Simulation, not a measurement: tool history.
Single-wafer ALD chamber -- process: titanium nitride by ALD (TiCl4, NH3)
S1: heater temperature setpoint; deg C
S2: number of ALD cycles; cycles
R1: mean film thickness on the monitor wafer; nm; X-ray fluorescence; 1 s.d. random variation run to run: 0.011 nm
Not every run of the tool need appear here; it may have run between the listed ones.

Run 1, day 0: S1 390 deg C, S2 166 cycles, NH3 pulse time (s) 2.46. Result: R1 3.7221 nm.
Run 2, day 0.133: S1 381 deg C, S2 166 cycles, NH3 pulse time (s) 2.46. Result: R1 3.7035 nm.
Run 3, day 0.421: S1 378 deg C, S2 166 cycles, NH3 pulse time (s) 2.17. Result: R1 3.6574 nm.
Run 4, day 0.492: S1 378 deg C, S2 166 cycles, NH3 pulse time (s) 2.61. Result: R1 3.6878 nm.
Run 5, day 0.542: S1 378 deg C, S2 166 cycles, NH3 pulse time (s) 2.61. Result: R1 3.704 nm.
Run 6, day 0.721: S1 378 deg C, S2 171 cycles, NH3 pulse time (s) 2.61. Result: R1 3.8027 nm.
Run 7, day 0.879: S1 376 deg C, S2 170 cycles, NH3 pulse time (s) 2.29. Result: R1 3.7309 nm.
Run 8, day 1.15: S1 374 deg C, S2 169 cycles, NH3 pulse time (s) 2.13. Result: R1 3.6814 nm.

For run 9, what comes out?
Run 9, day 1.438: S1 373 deg C, S2 168 cycles, NH3 pulse time (s) 2. Result: R1 ?.

R1: 3.6694 nm

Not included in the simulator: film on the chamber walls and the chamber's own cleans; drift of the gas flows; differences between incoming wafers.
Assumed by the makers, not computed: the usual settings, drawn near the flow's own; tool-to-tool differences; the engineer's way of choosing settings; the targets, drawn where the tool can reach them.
